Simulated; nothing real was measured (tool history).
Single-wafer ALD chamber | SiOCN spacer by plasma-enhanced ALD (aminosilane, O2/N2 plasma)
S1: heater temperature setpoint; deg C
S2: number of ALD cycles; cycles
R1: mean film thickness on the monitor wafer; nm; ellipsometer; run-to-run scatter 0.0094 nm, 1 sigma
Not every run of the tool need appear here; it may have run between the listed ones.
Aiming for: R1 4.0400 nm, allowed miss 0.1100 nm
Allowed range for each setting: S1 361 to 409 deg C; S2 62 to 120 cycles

| run | day | S1 | S2 | R1 |
|---|---|---|---|---|
| 1 | 0.000 | 385 | 91 | 5.2588 |
| 2 | 0.046 | 385 | 80 | 4.5989 |
| 3 | 0.329 | 379 | 80 | 4.6111 |
| 4 | 0.529 | 386 | 80 | 4.6250 |
| 5 | 0.562 | 386 | 92 | 5.3191 |
| 6 | 0.929 | 386 | 81 | 4.6828 |
| 7 | 1.117 | 386 | 78 | 4.4882 |
| 8 | 1.292 | 386 | 76 | 4.3645 |
|  | 1.433 | thermocouple changed; heater temperature recalibrated |
| 9 | 1.433 | 386 | 75 | 4.3307 |
| 10 | 1.625 | 386 | 74 | 4.2827 |
| 11 | 1.812 | 386 | 73 | 4.2178 |
| 12 | 1.904 | 386 | 72 | 4.1348 |

4 next moves are on the table. One of them brings every result within its allowed miss. Which?
| A | 1.996 | 389 | 74 | ? |
| B | 1.996 | 384 | 77 | ? |
| C | 1.996 | 397 | 75 | ? |
| D | 1.996 | 380 | 70 | ? |

| move | R1 |
|---|---|
| A | 4.2643 |
| B | 4.4372 |
| C | 4.3219 |
| D | 4.0338 |
A: the biggest miss grows against the last run
B: the biggest miss grows against the last run
C: the biggest miss grows against the last run
D: each result inside its tolerance
Answer: D
